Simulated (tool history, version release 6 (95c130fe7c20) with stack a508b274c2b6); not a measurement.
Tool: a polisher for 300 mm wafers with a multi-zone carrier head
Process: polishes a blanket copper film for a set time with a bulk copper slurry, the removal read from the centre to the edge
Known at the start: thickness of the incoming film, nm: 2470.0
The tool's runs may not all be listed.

| run | day | flow of slurry (ml/min) | pressure of the head's centre zone | pressure of the head's middle zone | pressure of the head's edge zone | abrasive content of the slurry | polishing time (s) | film removed at the wafer's centre (Å) | film removed at mid-radius (Å) | film removed at the wafer's edge (Å) |
|---|---|---|---|---|---|---|---|---|---|---|
| 1 | 0 | 260 | 1 | 1 | 1 | 1 | 54 | 4622.5 | 4558.2 | 4641.4 |
| 2 | 0.05 | 265 | 1.02 | 0.99 | 1.02 | 1.1 | 55 | 4841.6 | 4758.3 | 4937.3 |
| 3 | 0.354 | 265 | 1.02 | 0.99 | 1.02 | 1.1 | 48 | 4175.9 | 4051.9 | 4256.7 |
| 4 | 0.508 | 265 | 1.02 | 0.99 | 1.02 | 1 | 48 | 4233 | 4014.1 | 4218 |
| 5 | 0.704 | 275 | 1.05 | 0.98 | 1.04 | 1.05 | 50 | 4555.8 | 4210.7 | 4477.9 |
| 6 | 1.046 | 275 | 1.05 | 0.98 | 1.13 | 1.05 | 50 | 4543.8 | 4252.3 | 4705.6 |

Forecast run 7:
| 7 | 1.312 | 280 | 1.07 | 0.97 | 1.14 | 1.1 | 52 | ? | ? | ? |

film removed at the wafer's centre (Å): 4922.7
film removed at mid-radius (Å): 4359.1
film removed at the wafer's edge (Å): 4932.3
